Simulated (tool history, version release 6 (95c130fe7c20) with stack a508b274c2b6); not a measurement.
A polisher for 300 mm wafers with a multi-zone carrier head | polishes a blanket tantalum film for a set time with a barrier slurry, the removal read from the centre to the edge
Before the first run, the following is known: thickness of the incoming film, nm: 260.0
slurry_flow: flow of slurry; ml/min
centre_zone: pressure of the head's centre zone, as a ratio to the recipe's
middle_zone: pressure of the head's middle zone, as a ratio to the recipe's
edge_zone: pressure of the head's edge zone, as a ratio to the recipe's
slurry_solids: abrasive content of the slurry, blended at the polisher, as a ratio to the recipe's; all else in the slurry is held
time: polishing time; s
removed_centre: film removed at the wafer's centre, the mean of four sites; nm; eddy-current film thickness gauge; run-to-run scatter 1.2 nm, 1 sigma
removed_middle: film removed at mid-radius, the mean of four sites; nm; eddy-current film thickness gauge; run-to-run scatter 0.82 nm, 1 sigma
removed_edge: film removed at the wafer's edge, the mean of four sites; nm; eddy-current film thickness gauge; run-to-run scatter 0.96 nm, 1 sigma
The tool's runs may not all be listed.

{"run": 1, "hour": 0.0, "slurry_flow": 215, "centre_zone": 1.0, "middle_zone": 1.0, "edge_zone": 1.0, "slurry_solids": 1.0, "time": 85, "removed_centre": 102.06, "removed_middle": 100.43, "removed_edge": 108.54}
{"run": 2, "hour": 2.6, "slurry_flow": 215, "centre_zone": 1.0, "middle_zone": 1.0, "edge_zone": 1.0, "slurry_solids": 1.0, "time": 69, "removed_centre": 84.008, "removed_middle": 80.464, "removed_edge": 87.68}
{"run": 3, "hour": 4.9, "slurry_flow": 225, "centre_zone": 1.0, "middle_zone": 1.01, "edge_zone": 1.06, "slurry_solids": 1.15, "time": 75, "removed_centre": 95.649, "removed_middle": 92.849, "removed_edge": 102.66}
{"run": 4, "hour": 12.3, "slurry_flow": 225, "centre_zone": 1.0, "middle_zone": 1.08, "edge_zone": 1.06, "slurry_solids": 1.15, "time": 75, "removed_centre": 96.686, "removed_middle": 99.413, "removed_edge": 104.0}
{"run": 5, "hour": 13.8, "slurry_flow": 225, "centre_zone": 1.0, "middle_zone": 1.08, "edge_zone": 1.06, "slurry_solids": 1.15, "time": 54, "removed_centre": 68.477, "removed_middle": 70.696, "removed_edge": 73.519}
{"run": 6, "hour": 14.6, "slurry_flow": 230, "centre_zone": 0.99, "middle_zone": 1.07, "edge_zone": 1.1, "slurry_solids": 1.25, "time": 64, "removed_centre": 82.586, "removed_middle": 86.3, "removed_edge": 91.688}
{"run": 7, "hour": 15.4, "slurry_flow": 235, "centre_zone": 0.99, "middle_zone": 1.05, "edge_zone": 1.13, "slurry_solids": 1.35, "time": 71, "removed_centre": 94.77, "removed_middle": 96.264, "removed_edge": 106.41}
{"run": 8, "hour": 22.5, "slurry_flow": 240, "centre_zone": 0.99, "middle_zone": 1.05, "edge_zone": 1.15, "slurry_solids": 1.4, "time": 76, "removed_centre": 103.23, "removed_middle": 104.68, "removed_edge": 115.67}

What does the tool deliver on the next run?
{"run": 9, "hour": 23.1, "slurry_flow": 240, "centre_zone": 0.98, "middle_zone": 1.04, "edge_zone": 1.16, "slurry_solids": 1.45, "time": 80, "removed_centre": "?", "removed_middle": "?", "removed_edge": "?"}

removed_centre: 106.660 nm
removed_middle: 110.530 nm
removed_edge: 122.060 nm

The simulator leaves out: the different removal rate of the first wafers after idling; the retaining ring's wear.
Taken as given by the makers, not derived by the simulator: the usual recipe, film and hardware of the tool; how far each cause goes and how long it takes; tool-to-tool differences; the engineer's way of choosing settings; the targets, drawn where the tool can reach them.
